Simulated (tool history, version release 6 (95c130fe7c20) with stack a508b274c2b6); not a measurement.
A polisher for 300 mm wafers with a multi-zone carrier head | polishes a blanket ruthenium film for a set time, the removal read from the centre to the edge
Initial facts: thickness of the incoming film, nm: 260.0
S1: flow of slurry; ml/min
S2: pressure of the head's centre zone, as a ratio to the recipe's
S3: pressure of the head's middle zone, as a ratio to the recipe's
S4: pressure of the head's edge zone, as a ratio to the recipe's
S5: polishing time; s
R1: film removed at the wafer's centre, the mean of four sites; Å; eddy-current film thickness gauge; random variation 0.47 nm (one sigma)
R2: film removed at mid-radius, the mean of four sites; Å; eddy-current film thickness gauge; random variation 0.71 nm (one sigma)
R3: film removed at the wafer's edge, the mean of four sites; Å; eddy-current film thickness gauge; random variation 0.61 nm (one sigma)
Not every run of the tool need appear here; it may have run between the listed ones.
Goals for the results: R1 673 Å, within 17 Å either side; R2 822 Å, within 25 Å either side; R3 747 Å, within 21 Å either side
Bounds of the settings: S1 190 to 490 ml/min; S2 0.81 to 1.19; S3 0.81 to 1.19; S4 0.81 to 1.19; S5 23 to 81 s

Run 1, hour 0: S1 315 ml/min, S2 1, S3 1, S4 1, S5 52 s. Result: R1 579.16 Å, R2 577.92 Å, R3 577.62 Å.
Run 2, hour 5.2: S1 315 ml/min, S2 1, S3 0.96, S4 1, S5 52 s. Result: R1 580.97 Å, R2 566.44 Å, R3 576.9 Å.
Run 3, hour 12.8: S1 325 ml/min, S2 0.99, S3 1, S4 1.01, S5 54 s. Result: R1 592.05 Å, R2 602.09 Å, R3 606.55 Å.
Run 4, hour 13.4: S1 400 ml/min, S2 0.99, S3 1, S4 1.01, S5 54 s. Result: R1 607.13 Å, R2 617.75 Å, R3 622.92 Å.
Run 5, hour 21.5: S1 405 ml/min, S2 0.98, S3 1.03, S4 1.02, S5 55 s. Result: R1 612.71 Å, R2 637.23 Å, R3 637.2 Å.
Run 6, hour 23.9: S1 460 ml/min, S2 0.98, S3 1.03, S4 1.02, S5 55 s. Result: R1 623.06 Å, R2 645.68 Å, R3 643.77 Å.
Run 7, hour 30.5: S1 455 ml/min, S2 0.94, S3 1.13, S4 1.11, S5 62 s. Result: R1 671.7 Å, R2 785.96 Å, R3 762.27 Å.
Run 8, hour 37.8: S1 455 ml/min, S2 0.94, S3 1.14, S4 1.1, S5 62 s. Result: R1 661.51 Å, R2 778.31 Å, R3 749.91 Å.

Which one of the following 4 next-run settings gets every result inside its allowed miss? There is exactly one.
Run A, hour 45.1: S1 460 ml/min, S2 0.93, S3 1.17, S4 1.07, S5 63 s. Result: R1 ?, R2 ?, R3 ?.
Run B, hour 45.1: S1 475 ml/min, S2 0.88, S3 1.01, S4 1.11, S5 66 s. Result: R1 ?, R2 ?, R3 ?.
Run C, hour 45.1: S1 440 ml/min, S2 0.94, S3 1.03, S4 1.13, S5 61 s. Result: R1 ?, R2 ?, R3 ?.
Run D, hour 45.1: S1 425 ml/min, S2 0.94, S3 1.09, S4 1.09, S5 62 s. Result: R1 ?, R2 ?, R3 ?.

move      R1      R2      R3
   A  671.45  818.09  753.07
   B  666.12  765.41  806.52
   C  654.45  714.37  749.11
   D  663.66  757.07  745.62
A: every result within its allowed miss
B: further off than the last run
C: further off than the last run
D: further off than the last run
A meets every target.
